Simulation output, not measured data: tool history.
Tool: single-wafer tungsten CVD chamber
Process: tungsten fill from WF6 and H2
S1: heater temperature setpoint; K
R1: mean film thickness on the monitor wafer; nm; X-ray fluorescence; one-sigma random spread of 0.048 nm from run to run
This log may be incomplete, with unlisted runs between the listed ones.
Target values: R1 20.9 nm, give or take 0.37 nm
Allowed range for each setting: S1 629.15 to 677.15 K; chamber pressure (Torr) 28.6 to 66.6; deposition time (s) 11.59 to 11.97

Run 1, hour 0: S1 653.15 K, chamber pressure (Torr) 47.6, deposition time (s) 11.59. Result: R1 27.251 nm.
Run 2, hour 6.2: S1 652.15 K, chamber pressure (Torr) 47.6, deposition time (s) 11.59. Result: R1 26.665 nm.
Run 3, hour 8.9: S1 648.15 K, chamber pressure (Torr) 47.6, deposition time (s) 11.59. Result: R1 24.852 nm.
Run 4, hour 14: S1 647.15 K, chamber pressure (Torr) 47.6, deposition time (s) 11.59. Result: R1 24.432 nm.
Run 5, hour 16.3: S1 646.15 K, chamber pressure (Torr) 47.6, deposition time (s) 11.59. Result: R1 23.978 nm.
Run 6, hour 18.7: S1 654.15 K, chamber pressure (Torr) 47.6, deposition time (s) 11.59. Result: R1 27.662 nm.
Run 7, hour 20.1: S1 652.15 K, chamber pressure (Torr) 47.5, deposition time (s) 11.59. Result: R1 26.766 nm.
Run 8, hour 27.8: S1 651.15 K, chamber pressure (Torr) 47.4, deposition time (s) 11.59. Result: R1 26.104 nm.
Run 9, hour 33.5: S1 650.15 K, chamber pressure (Torr) 47.4, deposition time (s) 11.59. Result: R1 25.716 nm.
Run 10, hour 41.9: S1 649.15 K, chamber pressure (Torr) 47.4, deposition time (s) 11.59. Result: R1 25.22 nm.

5 candidate next runs follow, results not yet known. Just one meets every target within its allowed miss. Identify it.
Run A, hour 50.3: S1 665.15 K, chamber pressure (Torr) 42.5, deposition time (s) 11.92. Result: R1 ?.
Run B, hour 50.3: S1 641.15 K, chamber pressure (Torr) 48.5, deposition time (s) 11.75. Result: R1 ?.
Run C, hour 50.3: S1 647.15 K, chamber pressure (Torr) 30, deposition time (s) 11.59. Result: R1 ?.
Run D, hour 50.3: S1 644.15 K, chamber pressure (Torr) 50.1, deposition time (s) 11.59. Result: R1 ?.
Run E, hour 50.3: S1 643.15 K, chamber pressure (Torr) 45.2, deposition time (s) 11.59. Result: R1 ?.

move      R1
   A  33.158
   B  22.243
   C  21.048
   D  23.447
   E  22.243
A: the biggest miss grows against the last run
B: nearer the targets than the last run, but a result is still out of spec
C: every result lands within tolerance
D: nearer the targets than the last run, but a result is still out of spec
E: nearer the targets than the last run, but a result is still out of spec
C is the move that brings every result within its allowed miss.
